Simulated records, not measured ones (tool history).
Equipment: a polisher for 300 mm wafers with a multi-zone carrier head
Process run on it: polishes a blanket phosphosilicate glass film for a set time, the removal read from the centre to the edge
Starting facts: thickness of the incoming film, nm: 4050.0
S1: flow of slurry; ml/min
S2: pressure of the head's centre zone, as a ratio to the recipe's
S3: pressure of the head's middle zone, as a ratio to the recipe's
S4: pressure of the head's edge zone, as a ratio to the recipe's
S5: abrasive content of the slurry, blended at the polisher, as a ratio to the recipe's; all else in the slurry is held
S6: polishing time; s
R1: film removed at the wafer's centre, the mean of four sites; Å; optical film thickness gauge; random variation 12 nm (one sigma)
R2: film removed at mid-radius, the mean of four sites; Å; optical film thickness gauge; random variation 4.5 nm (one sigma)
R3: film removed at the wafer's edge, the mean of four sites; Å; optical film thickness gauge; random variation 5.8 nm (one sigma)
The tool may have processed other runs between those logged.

run  hour   S1    S2    S3    S4    S5  S6      R1      R2      R3
  1   0.0  270  1.00  1.00  1.00  1.00  88  7958.3  8077.7  7883.7
  2   2.3  270  1.04  1.00  1.00  1.00  88  8298.7  8035.1  7815.9
  3   4.4  305  1.04  1.00  1.00  1.00  88  8355.7  8123.6  8019.9
  4  11.6  290  1.05  0.98  0.98  1.00  88  8432.3  7942.3  7695.9
  5  16.0  280  1.05  0.97  0.98  1.00  88  8149.9  7808.1  7630.8
     17.0  -- edge zone pressure recalibrated
  6  17.0  270  1.07  0.96  0.98  1.00  88  8213.1  7779.8  7983.0
  7  25.3  285  1.08  0.95  0.95  1.00  88  8669.7  7736.1  7933.8

Estimate the outcome of run 8 from the log above:
  8  27.9  210  1.06  0.94  0.85  0.95  88   ?   ?   ?

{"run 8": {"R1": 7772.5, "R2": 7024.8, "R3": 7089.0}}
